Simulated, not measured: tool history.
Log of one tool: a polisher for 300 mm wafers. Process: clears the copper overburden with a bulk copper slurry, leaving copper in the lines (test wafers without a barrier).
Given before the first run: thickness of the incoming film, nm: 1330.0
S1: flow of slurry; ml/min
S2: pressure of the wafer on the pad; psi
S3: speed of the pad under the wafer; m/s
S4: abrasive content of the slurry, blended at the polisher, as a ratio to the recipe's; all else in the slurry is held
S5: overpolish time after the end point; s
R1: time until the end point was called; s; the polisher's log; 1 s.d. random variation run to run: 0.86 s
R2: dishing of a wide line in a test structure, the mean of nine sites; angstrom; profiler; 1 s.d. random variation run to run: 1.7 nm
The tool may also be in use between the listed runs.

run	hour	S1	S2	S3	S4	S5	R1	R2
1	0.0	245	3.5	1.42	1.00	15	91.926	1020.10
2	4.2	245	2.9	1.42	1.00	15	107.370	890.24
3	9.7	245	2.9	1.42	0.85	15	111.340	859.61
4	12.9	245	3.3	1.46	0.80	12	95.131	839.50
5	14.1	245	3.6	1.48	0.80	10	87.673	827.94
6	19.1	245	3.6	1.48	0.80	12	87.618	917.89
7	22.6	245	3.8	1.50	0.80	10	80.782	868.55
8	27.4	245	3.9	1.50	0.80	9	79.084	839.48
9	29.0	245	4.0	1.50	0.80	8	78.137	790.04

What does the tool deliver on the next run?
10	31.5	245	4.1	1.50	0.80	8	?	?

R1: 75.918 s
R2: 794.02 angstrom

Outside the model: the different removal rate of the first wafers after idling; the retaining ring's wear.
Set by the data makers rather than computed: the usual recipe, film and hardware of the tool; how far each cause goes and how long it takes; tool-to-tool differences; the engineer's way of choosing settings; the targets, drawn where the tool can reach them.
